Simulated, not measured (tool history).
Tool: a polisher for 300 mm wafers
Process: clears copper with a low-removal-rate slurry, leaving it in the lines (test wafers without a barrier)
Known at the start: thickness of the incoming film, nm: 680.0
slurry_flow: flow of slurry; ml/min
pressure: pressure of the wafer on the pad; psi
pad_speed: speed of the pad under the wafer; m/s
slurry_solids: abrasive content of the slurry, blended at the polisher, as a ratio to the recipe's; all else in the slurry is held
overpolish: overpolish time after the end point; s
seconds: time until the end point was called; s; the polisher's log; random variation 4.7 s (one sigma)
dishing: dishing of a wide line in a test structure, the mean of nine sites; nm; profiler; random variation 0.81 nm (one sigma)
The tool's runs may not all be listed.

run    day  slurry_flow  pressure  pad_speed  slurry_solids  overpolish  seconds  dishing
  1  0.000          290       4.1       1.00           1.00          24   161.18   47.668
  2  0.329          290       3.5       0.90           1.00          25   209.65   41.354
  3  0.517          290       3.1       0.86           1.00          27   240.96   37.137
  4  0.821          290       3.1       0.86           1.10          27   241.74   39.329
  5  1.100          290       4.1       0.86           1.10          27   181.96   44.089
  6  1.192          290       4.1       0.86           1.10          35   182.54   50.292

The next listed run, before its measurement:
  7  1.446          285       3.0       0.62           1.05          30        ?        ?

Run 7 gave seconds 343.21 s, dishing 34.585 nm.
